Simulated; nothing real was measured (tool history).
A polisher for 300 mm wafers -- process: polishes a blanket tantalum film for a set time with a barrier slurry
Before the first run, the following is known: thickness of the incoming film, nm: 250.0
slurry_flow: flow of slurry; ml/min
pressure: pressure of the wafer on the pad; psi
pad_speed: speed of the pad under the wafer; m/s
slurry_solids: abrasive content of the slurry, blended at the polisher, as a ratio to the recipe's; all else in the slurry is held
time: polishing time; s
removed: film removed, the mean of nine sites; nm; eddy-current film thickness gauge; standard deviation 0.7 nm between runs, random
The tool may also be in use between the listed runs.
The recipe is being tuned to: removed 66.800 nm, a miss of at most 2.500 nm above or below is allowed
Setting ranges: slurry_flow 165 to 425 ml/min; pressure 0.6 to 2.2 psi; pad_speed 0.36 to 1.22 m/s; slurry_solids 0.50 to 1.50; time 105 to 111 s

| run | hour | slurry_flow | pressure | pad_speed | slurry_solids | time | removed |
|---|---|---|---|---|---|---|---|
| 1 | 0.0 | 275 | 1.4 | 0.78 | 1.00 | 105 | 99.786 |
| 2 | 5.4 | 275 | 1.2 | 0.78 | 1.00 | 105 | 86.932 |
| 3 | 8.0 | 275 | 1.1 | 0.78 | 1.00 | 105 | 79.154 |
| 4 | 13.3 | 275 | 1.0 | 0.78 | 1.00 | 105 | 73.193 |
| 5 | 17.5 | 275 | 1.3 | 0.78 | 1.00 | 105 | 95.572 |
| 6 | 26.2 | 275 | 1.2 | 0.78 | 1.00 | 105 | 87.399 |
| 7 | 33.2 | 275 | 1.1 | 0.78 | 1.00 | 105 | 80.170 |
| 8 | 41.5 | 275 | 0.8 | 0.78 | 1.00 | 105 | 59.246 |

Which one of the following 5 next-run settings gets every result inside its allowed miss? There is exactly one.
| A | 49.8 | 240 | 0.7 | 0.88 | 1.05 | 107 | ? |
| B | 49.8 | 295 | 1.1 | 0.62 | 0.90 | 111 | ? |
| C | 49.8 | 275 | 0.8 | 0.76 | 1.00 | 110 | ? |
| D | 49.8 | 200 | 0.9 | 0.68 | 0.65 | 111 | ? |
| E | 49.8 | 305 | 0.8 | 0.76 | 1.05 | 111 | ? |

| move | removed |
|---|---|
| A | 60.152 |
| B | 66.857 |
| C | 60.915 |
| D | 51.825 |
| E | 62.907 |
A: moves toward the targets from the last run without getting all of them in spec
B: each result inside its tolerance
C: moves toward the targets from the last run without getting all of them in spec
D: further off than the last run
E: moves toward the targets from the last run without getting all of them in spec
Go with B: it meets all targets.

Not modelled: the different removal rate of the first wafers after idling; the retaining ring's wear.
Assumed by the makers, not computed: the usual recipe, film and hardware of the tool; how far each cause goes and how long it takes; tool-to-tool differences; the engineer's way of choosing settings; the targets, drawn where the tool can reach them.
